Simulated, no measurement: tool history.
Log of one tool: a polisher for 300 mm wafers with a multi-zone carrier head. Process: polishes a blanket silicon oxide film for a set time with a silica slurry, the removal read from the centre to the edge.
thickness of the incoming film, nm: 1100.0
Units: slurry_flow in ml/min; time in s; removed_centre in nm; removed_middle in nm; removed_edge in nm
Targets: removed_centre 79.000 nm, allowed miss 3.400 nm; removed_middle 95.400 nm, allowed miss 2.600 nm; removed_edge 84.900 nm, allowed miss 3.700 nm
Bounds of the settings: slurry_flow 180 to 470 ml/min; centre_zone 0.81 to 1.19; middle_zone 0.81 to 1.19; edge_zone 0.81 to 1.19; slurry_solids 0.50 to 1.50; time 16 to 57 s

{"run": 1, "hour": 0.0, "slurry_flow": 300, "centre_zone": 1.0, "middle_zone": 1.0, "edge_zone": 1.0, "slurry_solids": 1.0, "time": 36, "removed_centre": 112.75, "removed_middle": 112.68, "removed_edge": 117.84}
{"run": 2, "hour": 2.4, "slurry_flow": 300, "centre_zone": 1.0, "middle_zone": 1.0, "edge_zone": 1.0, "slurry_solids": 1.15, "time": 36, "removed_centre": 123.33, "removed_middle": 123.18, "removed_edge": 127.41}
{"run": 3, "hour": 6.9, "slurry_flow": 300, "centre_zone": 1.0, "middle_zone": 1.0, "edge_zone": 1.0, "slurry_solids": 1.15, "time": 31, "removed_centre": 107.41, "removed_middle": 105.32, "removed_edge": 107.99}
{"run": 4, "hour": 10.3, "slurry_flow": 300, "centre_zone": 0.97, "middle_zone": 1.02, "edge_zone": 0.97, "slurry_solids": 1.1, "time": 31, "removed_centre": 103.57, "removed_middle": 103.86, "removed_edge": 106.28}
{"run": 5, "hour": 16.8, "slurry_flow": 300, "centre_zone": 1.01, "middle_zone": 1.02, "edge_zone": 0.97, "slurry_solids": 1.1, "time": 31, "removed_centre": 105.15, "removed_middle": 105.96, "removed_edge": 105.76}
{"run": 6, "hour": 24.3, "slurry_flow": 300, "centre_zone": 1.01, "middle_zone": 0.96, "edge_zone": 0.97, "slurry_solids": 1.1, "time": 31, "removed_centre": 104.8, "removed_middle": 100.54, "removed_edge": 107.04}
{"run": 7, "hour": 25.0, "slurry_flow": 295, "centre_zone": 0.98, "middle_zone": 1.01, "edge_zone": 0.96, "slurry_solids": 1.0, "time": 31, "removed_centre": 94.528, "removed_middle": 98.753, "removed_edge": 97.304}
{"run": 8, "hour": 26.1, "slurry_flow": 285, "centre_zone": 0.96, "middle_zone": 1.02, "edge_zone": 0.94, "slurry_solids": 1.0, "time": 31, "removed_centre": 93.736, "removed_middle": 98.798, "removed_edge": 96.549}
{"run": 9, "hour": 31.2, "slurry_flow": 275, "centre_zone": 0.93, "middle_zone": 1.03, "edge_zone": 0.92, "slurry_solids": 1.0, "time": 31, "removed_centre": 90.342, "removed_middle": 99.316, "removed_edge": 93.791}

Which of these 5 next moves meets every target?
{"run": "A", "hour": 36.3, "slurry_flow": 320, "centre_zone": 0.99, "middle_zone": 0.93, "edge_zone": 0.96, "slurry_solids": 1.3, "time": 28, "removed_centre": "?", "removed_middle": "?", "removed_edge": "?"}
{"run": "B", "hour": 36.3, "slurry_flow": 300, "centre_zone": 0.83, "middle_zone": 0.99, "edge_zone": 1.02, "slurry_solids": 1.0, "time": 32, "removed_centre": "?", "removed_middle": "?", "removed_edge": "?"}
{"run": "C", "hour": 36.3, "slurry_flow": 350, "centre_zone": 0.81, "middle_zone": 0.96, "edge_zone": 1.06, "slurry_solids": 0.8, "time": 40, "removed_centre": "?", "removed_middle": "?", "removed_edge": "?"}
{"run": "D", "hour": 36.3, "slurry_flow": 315, "centre_zone": 0.92, "middle_zone": 1.16, "edge_zone": 0.92, "slurry_solids": 0.95, "time": 28, "removed_centre": "?", "removed_middle": "?", "removed_edge": "?"}
{"run": "E", "hour": 36.3, "slurry_flow": 270, "centre_zone": 0.91, "middle_zone": 1.01, "edge_zone": 0.95, "slurry_solids": 0.95, "time": 30, "removed_centre": "?", "removed_middle": "?", "removed_edge": "?"}

move=A removed_centre=102.390 removed_middle=98.010 removed_edge=104.170
move=B removed_centre=83.681 removed_middle=99.897 removed_edge=104.580
move=C removed_centre=86.554 removed_middle=103.610 removed_edge=112.440
move=D removed_centre=78.767 removed_middle=94.485 removed_edge=84.424
move=E removed_centre=82.205 removed_middle=90.712 removed_edge=90.958
A: further off than the last run
B: further off than the last run
C: further off than the last run
D: meets every target
E: brings the result that was furthest off to its target, and leaves another outside
Answer: D

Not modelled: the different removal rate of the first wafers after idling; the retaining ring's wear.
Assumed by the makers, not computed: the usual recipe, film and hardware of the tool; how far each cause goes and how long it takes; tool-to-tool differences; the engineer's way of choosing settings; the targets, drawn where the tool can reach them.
